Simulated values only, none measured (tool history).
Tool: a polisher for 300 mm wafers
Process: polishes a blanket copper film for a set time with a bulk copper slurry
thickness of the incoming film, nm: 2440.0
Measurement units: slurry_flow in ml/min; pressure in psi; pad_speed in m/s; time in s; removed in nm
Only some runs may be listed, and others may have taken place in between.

Run 1, day 0.000: slurry_flow 250 ml/min, pressure 3.4 psi, pad_speed 1.30 m/s, slurry_solids 1.0, time 84 s. Result: removed 1151.6 nm.
Run 2, day 0.142: slurry_flow 255 ml/min, pressure 3.9 psi, pad_speed 1.30 m/s, slurry_solids 1.0, time 84 s. Result: removed 1322.5 nm.
Run 3, day 0.208: slurry_flow 255 ml/min, pressure 3.9 psi, pad_speed 1.30 m/s, slurry_solids 1.0, time 88 s. Result: removed 1376.1 nm.
Run 4, day 0.417: slurry_flow 255 ml/min, pressure 3.9 psi, pad_speed 1.30 m/s, slurry_solids 1.0, time 84 s. Result: removed 1332.1 nm.
Run 5, day 0.754: slurry_flow 260 ml/min, pressure 4.3 psi, pad_speed 1.30 m/s, slurry_solids 1.0, time 84 s. Result: removed 1451.5 nm.
Run 6, day 1.117: slurry_flow 260 ml/min, pressure 4.6 psi, pad_speed 1.30 m/s, slurry_solids 1.0, time 84 s. Result: removed 1534.1 nm.

Run 7 is up next; what results do you expect?
Run 7, day 1.175: slurry_flow 265 ml/min, pressure 4.8 psi, pad_speed 1.32 m/s, slurry_solids 1.0, time 84 s. Result: removed ?.

Run 7 gave removed 1644.4 nm.
